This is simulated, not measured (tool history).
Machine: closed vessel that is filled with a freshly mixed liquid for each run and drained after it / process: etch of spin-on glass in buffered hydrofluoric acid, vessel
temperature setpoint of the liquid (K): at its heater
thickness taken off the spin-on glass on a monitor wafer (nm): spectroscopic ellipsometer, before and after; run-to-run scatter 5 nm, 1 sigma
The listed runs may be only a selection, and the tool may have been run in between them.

run  hour  temperature setpoint of the liquid (K)  parts of 40 % ammonium fluoride to one part of 49 % hydrofluoric acid (parts by volume)  time in the liquid (s)  thickness taken off the spin-on glass on a monitor wafer (nm)
  1     0                                  296.15                                                                                     11.5                      90                                                         479.37
  2     4                                  299.15                                                                                     11.5                      90                                                         570.38
  3  10.3                                  299.15                                                                                     11.5                      90                                                         567.75
  4  12.4                                  298.65                                                                                     11.5                      90                                                          557.6
  5  13.4                                  298.65                                                                                      9.5                      90                                                         648.69
  6  20.2                                  297.65                                                                                      9.5                      90                                                         618.43

Estimate the outcome of run 7 from the log above:
  7  20.8                                  296.65                                                                                      9.5                      90                                                              ?

Run 7 produced thickness taken off the spin-on glass on a monitor wafer (nm) 600.77.
